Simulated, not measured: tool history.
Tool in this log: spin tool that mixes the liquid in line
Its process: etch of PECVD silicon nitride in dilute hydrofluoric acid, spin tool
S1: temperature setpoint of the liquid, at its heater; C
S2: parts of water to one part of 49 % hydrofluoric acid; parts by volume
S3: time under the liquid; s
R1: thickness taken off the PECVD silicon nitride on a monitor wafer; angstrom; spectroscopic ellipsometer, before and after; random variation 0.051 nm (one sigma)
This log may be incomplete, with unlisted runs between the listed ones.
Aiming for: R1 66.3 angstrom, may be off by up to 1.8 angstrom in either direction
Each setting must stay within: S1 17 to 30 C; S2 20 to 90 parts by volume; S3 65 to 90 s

run  hour    S1  S2  S3      R1
  1     0    22  50  90  79.999
  2   6.3    22  50  65  56.101
  3  14.5    23  50  65  61.352
  4  22.9    23  35  65  85.353
  5  26.8    23  30  65  99.444
  6    34  24.5  30  65  111.25
  7    37  22.5  30  65  97.897
  8  41.9  22.5  30  65   95.88
  9  49.2  20.5  30  65  83.481
 10  54.5  19.5  30  65  77.892

Below are 4 possible settings for the next run. Only one of them brings all results inside the allowed miss of their targets. Which is it?
  A  59.8    20  35  85   ?
  B  59.8  19.5  40  65   ?
  C  59.8    19  35  85   ?
  D  59.8    21  40  65   ?

move      R1
   A  91.025
   B  59.069
   C  84.855
   D  65.574
A: misses by more than the last run did
B: takes the biggest miss from the last run beyond its target
C: misses by more than the last run did
D: meets every target
The move that meets every target is D.
